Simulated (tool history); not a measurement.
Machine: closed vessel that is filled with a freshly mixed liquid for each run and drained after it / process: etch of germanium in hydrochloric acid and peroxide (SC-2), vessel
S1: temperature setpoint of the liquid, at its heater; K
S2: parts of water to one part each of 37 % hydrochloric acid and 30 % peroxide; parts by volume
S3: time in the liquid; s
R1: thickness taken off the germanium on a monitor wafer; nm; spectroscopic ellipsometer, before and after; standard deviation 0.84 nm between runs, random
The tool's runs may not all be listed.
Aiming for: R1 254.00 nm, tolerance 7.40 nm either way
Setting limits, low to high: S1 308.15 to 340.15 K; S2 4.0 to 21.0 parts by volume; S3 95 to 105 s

Run 1, hour 0.0: S1 324.15 K, S2 11.5 parts by volume, S3 95 s. Result: R1 174.17 nm.
Run 2, hour 6.8: S1 324.15 K, S2 11.5 parts by volume, S3 105 s. Result: R1 191.84 nm.
Run 3, hour 9.5: S1 325.65 K, S2 11.5 parts by volume, S3 105 s. Result: R1 202.48 nm.
Run 4, hour 11.9: S1 325.65 K, S2 13.0 parts by volume, S3 105 s. Result: R1 198.03 nm.
Run 5, hour 16.3: S1 327.15 K, S2 13.0 parts by volume, S3 105 s. Result: R1 207.86 nm.
Run 6, hour 18.8: S1 327.15 K, S2 13.0 parts by volume, S3 95 s. Result: R1 188.72 nm.
Run 7, hour 23.0: S1 328.65 K, S2 13.0 parts by volume, S3 95 s. Result: R1 197.57 nm.
At hour 29.1: thermometer replaced.
Run 8, hour 29.1: S1 329.65 K, S2 13.0 parts by volume, S3 95 s. Result: R1 209.02 nm.
Run 9, hour 35.5: S1 330.65 K, S2 13.0 parts by volume, S3 95 s. Result: R1 216.57 nm.
Run 10, hour 44.1: S1 331.15 K, S2 13.0 parts by volume, S3 95 s. Result: R1 220.04 nm.
Run 11, hour 53.4: S1 331.65 K, S2 13.0 parts by volume, S3 95 s. Result: R1 223.55 nm.

Of the 5 settings listed for the next run, only one would bring every result within its allowed miss of target. Which one?
Run A, hour 62.7: S1 329.15 K, S2 11.5 parts by volume, S3 105 s. Result: R1 ?.
Run B, hour 62.7: S1 332.65 K, S2 13.5 parts by volume, S3 105 s. Result: R1 ?.
Run C, hour 62.7: S1 332.15 K, S2 16.5 parts by volume, S3 105 s. Result: R1 ?.
Run D, hour 62.7: S1 331.15 K, S2 12.0 parts by volume, S3 100 s. Result: R1 ?.
Run E, hour 62.7: S1 334.65 K, S2 11.5 parts by volume, S3 105 s. Result: R1 ?.

move      R1
   A  231.83
   B  251.47
   C  239.63
   D  233.06
   E  272.56
A: gains on the last run, yet a result remains outside its allowed miss
B: meets every target
C: gains on the last run, yet a result remains outside its allowed miss
D: gains on the last run, yet a result remains outside its allowed miss
E: takes the result that was furthest off past its target
The right move is B.
